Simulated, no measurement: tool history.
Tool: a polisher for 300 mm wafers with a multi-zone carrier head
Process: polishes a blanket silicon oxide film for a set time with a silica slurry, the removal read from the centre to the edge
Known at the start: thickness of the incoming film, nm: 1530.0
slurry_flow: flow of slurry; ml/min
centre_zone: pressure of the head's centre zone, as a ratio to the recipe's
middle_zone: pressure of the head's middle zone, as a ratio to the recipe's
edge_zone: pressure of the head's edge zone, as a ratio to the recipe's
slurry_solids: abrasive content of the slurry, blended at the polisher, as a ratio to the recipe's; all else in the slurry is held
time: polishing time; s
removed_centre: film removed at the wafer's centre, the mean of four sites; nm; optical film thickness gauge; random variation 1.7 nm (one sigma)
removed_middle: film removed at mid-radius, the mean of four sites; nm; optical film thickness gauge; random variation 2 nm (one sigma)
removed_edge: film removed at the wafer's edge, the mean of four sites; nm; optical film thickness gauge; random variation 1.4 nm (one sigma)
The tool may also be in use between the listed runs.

run,day,slurry_flow,centre_zone,middle_zone,edge_zone,slurry_solids,time,removed_centre,removed_middle,removed_edge
1,0,220,1,1,1,1,80,359.91,381.57,383.27
2,0.325,215,0.97,0.98,0.98,0.9,71,291.83,305.21,303.37
3,0.517,215,0.97,0.98,0.92,0.9,71,285.13,305.14,295.59
4,0.738,215,0.89,0.98,0.92,0.9,71,261.34,302.44,293.25
5,1.079,215,0.89,0.98,0.92,0.8,71,239.89,274.09,263.69
6,1.304,215,0.89,0.98,0.86,0.8,71,241.39,282.01,259.29

The next listed run, before its measurement:
7,1.525,200,0.87,0.97,0.89,0.75,67,?,?,?

removed_centre: 205.26 nm
removed_middle: 240.92 nm
removed_edge: 228.98 nm
